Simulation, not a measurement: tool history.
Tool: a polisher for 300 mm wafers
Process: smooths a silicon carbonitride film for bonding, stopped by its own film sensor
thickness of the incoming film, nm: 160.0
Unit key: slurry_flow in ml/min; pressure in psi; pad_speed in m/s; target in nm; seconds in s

Run 1, hour 0.0: slurry_flow 300 ml/min, pressure 1.9 psi, pad_speed 1.14 m/s, slurry_solids 1.0, target 148 nm. Result: seconds 61.464 s.
Run 2, hour 7.1: slurry_flow 300 ml/min, pressure 2.0 psi, pad_speed 1.14 m/s, slurry_solids 1.0, target 148 nm. Result: seconds 58.550 s.
Run 3, hour 14.9: slurry_flow 300 ml/min, pressure 2.1 psi, pad_speed 1.14 m/s, slurry_solids 1.0, target 148 nm. Result: seconds 55.639 s.
Run 4, hour 20.3: slurry_flow 300 ml/min, pressure 2.2 psi, pad_speed 1.14 m/s, slurry_solids 1.0, target 148 nm. Result: seconds 53.640 s.
Run 5, hour 23.2: slurry_flow 300 ml/min, pressure 2.3 psi, pad_speed 1.14 m/s, slurry_solids 1.0, target 148 nm. Result: seconds 51.691 s.
Run 6, hour 26.1: slurry_flow 300 ml/min, pressure 2.4 psi, pad_speed 1.14 m/s, slurry_solids 1.0, target 148 nm. Result: seconds 49.763 s.
Run 7, hour 33.3: slurry_flow 300 ml/min, pressure 2.5 psi, pad_speed 1.14 m/s, slurry_solids 1.0, target 148 nm. Result: seconds 49.361 s.
Run 8, hour 37.1: slurry_flow 300 ml/min, pressure 2.6 psi, pad_speed 1.14 m/s, slurry_solids 1.0, target 148 nm. Result: seconds 48.694 s.
Run 9, hour 45.2: slurry_flow 300 ml/min, pressure 2.6 psi, pad_speed 1.16 m/s, slurry_solids 1.0, target 148 nm. Result: seconds 46.148 s.

Estimate the outcome of run 10 from the log above:
Run 10, hour 48.9: slurry_flow 300 ml/min, pressure 2.8 psi, pad_speed 1.18 m/s, slurry_solids 1.0, target 148 nm. Result: seconds ?.

Run 10 yielded seconds 43.970 s.
